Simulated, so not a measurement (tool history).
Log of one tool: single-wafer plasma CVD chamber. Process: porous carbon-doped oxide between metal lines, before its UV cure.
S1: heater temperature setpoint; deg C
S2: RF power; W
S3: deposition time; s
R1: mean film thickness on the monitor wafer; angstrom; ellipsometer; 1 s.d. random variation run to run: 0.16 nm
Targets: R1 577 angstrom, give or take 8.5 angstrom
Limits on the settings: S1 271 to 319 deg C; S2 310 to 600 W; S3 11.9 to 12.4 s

Run 1, day 0: S1 295 deg C, S2 455 W, S3 12.4 s. Result: R1 666.23 angstrom.
Run 2, day 0.175: S1 301 deg C, S2 450 W, S3 12.4 s. Result: R1 644.23 angstrom.
Run 3, day 0.35: S1 301 deg C, S2 480 W, S3 12.4 s. Result: R1 667.18 angstrom.
Run 4, day 0.479: S1 301 deg C, S2 455 W, S3 12.4 s. Result: R1 648.08 angstrom.
Run 5, day 0.629: S1 301 deg C, S2 510 W, S3 12.4 s. Result: R1 691.01 angstrom.
Run 6, day 0.904: S1 301 deg C, S2 540 W, S3 12.4 s. Result: R1 712.43 angstrom.
Run 7, day 1.267: S1 306 deg C, S2 510 W, S3 12.3 s. Result: R1 669.16 angstrom.
Run 8, day 1.338: S1 309 deg C, S2 490 W, S3 12.3 s. Result: R1 644.66 angstrom.
Run 9, day 1.646: S1 319 deg C, S2 430 W, S3 12.2 s. Result: R1 567.61 angstrom.
Run 10, day 2.017: S1 318 deg C, S2 430 W, S3 12.2 s. Result: R1 567.28 angstrom.

5 next moves are on the table. One of them brings every result within its allowed miss. Which?
Run A, day 2.388: S1 315 deg C, S2 410 W, S3 12.1 s. Result: R1 ?.
Run B, day 2.388: S1 318 deg C, S2 420 W, S3 12.2 s. Result: R1 ?.
Run C, day 2.388: S1 319 deg C, S2 415 W, S3 11.9 s. Result: R1 ?.
Run D, day 2.388: S1 317 deg C, S2 425 W, S3 12.4 s. Result: R1 ?.
Run E, day 2.388: S1 313 deg C, S2 420 W, S3 11.9 s. Result: R1 ?.

move      R1
   A  554.14
   B  559.01
   C  539.32
   D  574.58
   E  558.45
A: its largest miss is bigger than the last run's
B: its largest miss is bigger than the last run's
C: its largest miss is bigger than the last run's
D: hits every target within its allowed miss
E: its largest miss is bigger than the last run's
So the answer is move D, the one that meets all the targets.
